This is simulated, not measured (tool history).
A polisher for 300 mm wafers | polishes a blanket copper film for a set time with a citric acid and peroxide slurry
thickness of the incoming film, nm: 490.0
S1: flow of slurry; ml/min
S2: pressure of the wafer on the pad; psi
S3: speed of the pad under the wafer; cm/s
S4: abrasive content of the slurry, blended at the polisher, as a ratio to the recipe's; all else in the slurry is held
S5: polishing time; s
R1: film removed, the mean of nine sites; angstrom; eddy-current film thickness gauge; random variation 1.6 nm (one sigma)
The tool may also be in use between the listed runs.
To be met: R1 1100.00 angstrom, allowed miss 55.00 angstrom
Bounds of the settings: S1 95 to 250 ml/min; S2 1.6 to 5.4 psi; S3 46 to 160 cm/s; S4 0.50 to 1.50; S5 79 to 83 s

run,hour,S1,S2,S3,S4,S5,R1
1,0.0,160,3.5,102,1.00,79,2226.70
2,8.8,160,3.5,102,1.00,83,2384.30
3,16.6,160,3.5,102,1.20,83,2457.30
4,24.2,175,3.5,102,1.20,83,2485.50
5,30.6,175,3.5,102,1.40,83,2595.80
6,36.9,175,3.2,98,1.40,83,2317.00
7,41.9,175,3.0,94,1.40,83,2074.20
8,50.2,175,2.8,90,1.40,83,1903.30
9,59.1,175,2.6,86,1.40,83,1700.40
10,65.5,175,2.5,84,1.40,83,1625.40
11,70.0,175,2.4,82,1.40,83,1552.40
12,78.6,175,2.3,80,1.40,83,1475.70
13,83.1,175,2.2,78,1.40,83,1343.20
14,87.2,175,2.1,78,1.40,83,1318.30
15,90.0,175,2.0,78,1.40,83,1282.10
16,94.8,170,1.6,74,1.40,83,1028.30
17,96.8,180,1.6,74,1.40,83,1028.70

Which of these 5 next moves meets every target?
A,98.8,205,1.7,64,1.45,82,?
B,98.8,180,1.6,76,1.40,79,?
C,98.8,165,1.8,78,1.35,80,?
D,98.8,180,1.6,70,1.40,82,?
E,98.8,170,2.3,56,1.30,80,?

move,R1
A,947.78
B,994.57
C,1097.50
D,957.57
E,970.99
A: further off than the last run
B: further off than the last run
C: meets every target
D: further off than the last run
E: further off than the last run
Answer: C

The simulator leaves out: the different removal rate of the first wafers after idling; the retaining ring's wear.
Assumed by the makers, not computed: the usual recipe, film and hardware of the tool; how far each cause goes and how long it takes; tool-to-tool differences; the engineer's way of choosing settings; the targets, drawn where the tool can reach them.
